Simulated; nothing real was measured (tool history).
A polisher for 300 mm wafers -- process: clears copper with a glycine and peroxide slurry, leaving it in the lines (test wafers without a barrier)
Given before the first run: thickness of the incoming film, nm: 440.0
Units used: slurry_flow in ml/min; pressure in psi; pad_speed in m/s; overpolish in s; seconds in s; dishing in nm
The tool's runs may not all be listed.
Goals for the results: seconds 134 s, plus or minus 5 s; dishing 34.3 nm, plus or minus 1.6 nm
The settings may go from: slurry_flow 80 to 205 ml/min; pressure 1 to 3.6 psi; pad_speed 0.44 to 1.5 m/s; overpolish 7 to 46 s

run  hour  slurry_flow  pressure  pad_speed  overpolish  seconds  dishing
  1     0          135       2.3       0.96          24   96.671   55.263
  2   8.1          135       2.3       0.96          14   94.462   37.018
  3    11          130       2.1       0.94          15   105.19   36.456
  4  16.4          130       2.1       0.94           9   105.36   22.699
  5  20.3          130       2.1       0.94           7   104.95   18.714
  6  26.1          125       2.1        0.9          10   110.32   25.317
  7  30.1          115       2.1       0.86          11   115.04   26.212
  8  33.4          110       2.1       0.82          12   121.89   27.778
  9  34.6          105       2.1        0.8          13   124.46   29.477
 10  41.2          100       2.1       0.78          14   124.92   29.512
 11  43.6          100       2.1       0.76          15   128.76   31.217
 12    45          100       2.1       0.76          16   128.07   32.405

Consider the 5 candidate settings below. Which is the only one whose results all fall within their allowed miss of target?
  A  46.4          105         2        0.8          15        ?        ?
  B  46.4          130       2.1       0.68          14        ?        ?
  C  46.4          115       2.1       0.64          18        ?        ?
  D  46.4          110       2.5       0.66          18        ?        ?
  E  46.4           90       2.1       0.88          16        ?        ?

move  seconds  dishing
   A   126.07   30.972
   B   126.76   29.293
   C   134.32   34.375
   D   117.47   38.564
   E   119.85   34.009
A: its largest miss is bigger than the last run's
B: its largest miss is bigger than the last run's
C: meets every target
D: its largest miss is bigger than the last run's
E: its largest miss is bigger than the last run's
Correct choice: C, which meets every target

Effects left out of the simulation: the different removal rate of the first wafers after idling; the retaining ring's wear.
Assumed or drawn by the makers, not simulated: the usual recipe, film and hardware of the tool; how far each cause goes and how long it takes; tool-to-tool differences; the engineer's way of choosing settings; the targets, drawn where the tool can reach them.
